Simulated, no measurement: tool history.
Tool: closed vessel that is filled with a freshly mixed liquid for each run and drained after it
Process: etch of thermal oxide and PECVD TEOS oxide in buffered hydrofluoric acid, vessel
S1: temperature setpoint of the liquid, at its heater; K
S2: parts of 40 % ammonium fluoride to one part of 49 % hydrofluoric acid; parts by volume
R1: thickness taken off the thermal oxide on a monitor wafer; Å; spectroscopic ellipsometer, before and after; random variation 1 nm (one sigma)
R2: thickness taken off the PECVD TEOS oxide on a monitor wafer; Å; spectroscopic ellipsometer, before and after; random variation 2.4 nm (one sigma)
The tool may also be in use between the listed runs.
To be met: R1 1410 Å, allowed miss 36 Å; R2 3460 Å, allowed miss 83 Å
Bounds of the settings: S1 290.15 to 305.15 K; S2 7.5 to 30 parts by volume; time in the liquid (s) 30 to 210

{"run": 1, "hour": 0.0, "S1": 297.15, "S2": 20.5, "time in the liquid (s)": 105, "R1": 537.64, "R2": 1330.1}
{"run": 2, "hour": 2.1, "S1": 299.65, "S2": 16.5, "time in the liquid (s)": 105, "R1": 747.89, "R2": 1845.8}
{"run": 3, "hour": 7.5, "S1": 301.15, "S2": 14.5, "time in the liquid (s)": 105, "R1": 922.12, "R2": 2277.5}
{"run": 4, "hour": 11.3, "S1": 301.15, "S2": 20, "time in the liquid (s)": 105, "R1": 673.52, "R2": 1658.5}
{"run": 5, "hour": 17.3, "S1": 301.15, "S2": 17.5, "time in the liquid (s)": 105, "R1": 769.46, "R2": 1881.3}
{"run": 6, "hour": 21.5, "S1": 301.15, "S2": 20, "time in the liquid (s)": 105, "R1": 682.71, "R2": 1640.9}
{"run": 7, "hour": 28.0, "S1": 302.65, "S2": 17, "time in the liquid (s)": 105, "R1": 858.14, "R2": 2104.6}
{"run": 8, "hour": 33.7, "S1": 303.65, "S2": 15, "time in the liquid (s)": 105, "R1": 1027.2, "R2": 2516}
{"run": 9, "hour": 39.6, "S1": 304.15, "S2": 13.5, "time in the liquid (s)": 105, "R1": 1158.5, "R2": 2884.9}
{"run": 10, "hour": 47.1, "S1": 304.65, "S2": 13, "time in the liquid (s)": 105, "R1": 1228, "R2": 3029.9}
{"run": 11, "hour": 55.0, "S1": 305.15, "S2": 10, "time in the liquid (s)": 105, "R1": 1641.9, "R2": 3973.2}
{"run": 12, "hour": 56.5, "S1": 304.15, "S2": 10, "time in the liquid (s)": 105, "R1": 1553.7, "R2": 3818.6}
{"run": 13, "hour": 59.3, "S1": 303.65, "S2": 10, "time in the liquid (s)": 105, "R1": 1519.4, "R2": 3707.8}
{"run": 14, "hour": 62.7, "S1": 303.15, "S2": 10, "time in the liquid (s)": 105, "R1": 1473.1, "R2": 3608.3}

Which of these 4 next moves meets every target?
{"run": "A", "hour": 66.1, "S1": 301.65, "S2": 7.5, "time in the liquid (s)": 90, "R1": "?", "R2": "?"}
{"run": "B", "hour": 66.1, "S1": 304.15, "S2": 21.5, "time in the liquid (s)": 210, "R1": "?", "R2": "?"}
{"run": "C", "hour": 66.1, "S1": 304.15, "S2": 10, "time in the liquid (s)": 95, "R1": "?", "R2": "?"}
{"run": "D", "hour": 66.1, "S1": 305.15, "S2": 7.5, "time in the liquid (s)": 75, "R1": "?", "R2": "?"}

move=A R1=1523.3 R2=3729
move=B R1=1505 R2=3684.2
move=C R1=1408.7 R2=3448.7
move=D R1=1524.3 R2=3731.5
A: further off than the last run
B: further off than the last run
C: meets every target
D: further off than the last run
Answer: C
